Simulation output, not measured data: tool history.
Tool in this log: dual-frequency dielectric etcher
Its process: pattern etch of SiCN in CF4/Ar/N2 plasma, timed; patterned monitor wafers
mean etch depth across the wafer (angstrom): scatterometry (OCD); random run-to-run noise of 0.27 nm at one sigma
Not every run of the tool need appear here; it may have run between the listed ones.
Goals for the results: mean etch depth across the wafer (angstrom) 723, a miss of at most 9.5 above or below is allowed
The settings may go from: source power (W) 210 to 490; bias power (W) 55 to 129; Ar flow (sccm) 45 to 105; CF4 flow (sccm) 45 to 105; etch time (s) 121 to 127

| run | hour | source power (W) | bias power (W) | Ar flow (sccm) | CF4 flow (sccm) | etch time (s) | mean etch depth across the wafer (angstrom) |
|---|---|---|---|---|---|---|---|
| 1 | 0 | 350 | 92 | 75 | 75 | 121 | 880.23 |
| 2 | 5.1 | 330 | 92 | 75 | 75 | 121 | 824.48 |
| 3 | 9.8 | 390 | 92 | 75 | 75 | 121 | 986.17 |
| 4 | 18.3 | 360 | 92 | 75 | 75 | 121 | 912.61 |
| 5 | 20.2 | 360 | 92 | 75 | 80 | 121 | 920.99 |
| 6 | 25.4 | 360 | 92 | 75 | 80 | 127 | 964.55 |
| 7 | 31.7 | 330 | 92 | 75 | 80 | 127 | 874.87 |
| 8 | 33.6 | 310 | 92 | 75 | 80 | 127 | 823.22 |
| 9 | 38.5 | 310 | 92 | 75 | 80 | 127 | 817.09 |
| 10 | 39.1 | 300 | 92 | 75 | 80 | 127 | 786.53 |
| 11 | 47 | 260 | 92 | 75 | 80 | 127 | 674.04 |
| 12 | 55.4 | 270 | 92 | 75 | 80 | 127 | 704.12 |

Consider the 5 candidate settings below. Which is the only one whose results all fall within their allowed miss of target?
| A | 63.8 | 280 | 92 | 76 | 74 | 127 | ? |
| B | 63.8 | 290 | 95 | 82 | 75 | 127 | ? |
| C | 63.8 | 260 | 84 | 69 | 86 | 126.5 | ? |
| D | 63.8 | 280 | 91 | 59 | 78 | 125.5 | ? |
| E | 63.8 | 280 | 81 | 73 | 80 | 125 | ? |

| move | mean etch depth across the wafer (angstrom) |
|---|---|
| A | 729 |
| B | 756.68 |
| C | 672.62 |
| D | 750.4 |
| E | 704.21 |
A: all results land within tolerance of their targets
B: pushes the last run's worst result past its target
C: its largest miss is bigger than the last run's
D: pushes the last run's worst result past its target
E: roughly where the last run was
So the answer is move A, the one that meets all the targets.
